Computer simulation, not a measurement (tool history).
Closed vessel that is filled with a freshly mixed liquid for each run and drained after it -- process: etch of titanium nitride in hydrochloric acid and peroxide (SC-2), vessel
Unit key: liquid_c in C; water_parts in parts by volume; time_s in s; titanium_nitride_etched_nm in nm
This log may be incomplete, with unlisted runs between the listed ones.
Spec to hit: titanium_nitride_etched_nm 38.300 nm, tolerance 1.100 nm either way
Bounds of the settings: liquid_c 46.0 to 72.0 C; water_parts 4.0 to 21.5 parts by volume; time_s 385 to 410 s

run  hour  liquid_c  water_parts  time_s  titanium_nitride_etched_nm
  1   0.0      62.0         12.0     385                      21.020
  2   3.1      63.0         12.0     385                      22.292
  3   5.6      64.0         12.0     385                      23.767
  4   8.8      64.0         12.0     385                      23.593
  5  15.2      64.0         10.0     385                      27.725
  6  18.8      64.0         10.0     385                      27.654
  7  28.2      64.5         10.0     385                      28.594
  8  36.1      65.0         10.0     385                      29.358
  9  39.3      65.0         10.0     385                      29.528
 10  47.4      65.5         10.0     385                      30.476
 11  56.1      66.0         10.0     385                      31.269
 12  61.7      66.5         10.0     385                      32.297
 13  69.0      67.0         10.0     385                      33.377
 14  71.2      67.5         10.0     385                      34.124

Which one of the following 5 next-run settings gets every result inside its allowed miss? There is exactly one.
  A  73.4      60.5          5.0     385                           ?
  B  73.4      68.0          9.0     405                           ?
  C  73.4      71.5         11.5     400                           ?
  D  73.4      60.0          5.5     385                           ?
  E  73.4      70.0         15.0     400                           ?

move  titanium_nitride_etched_nm
   A                      38.175
   B                      40.432
   C                      40.031
   D                      34.531
   E                      29.102
A: every result within its allowed miss
B: moves the result that the last run missed by most past its target, out the other side
C: moves the result that the last run missed by most past its target, out the other side
D: better than the last run, though not everything is in spec
E: its largest miss is bigger than the last run's
So the answer is move A, the one that meets all the targets.
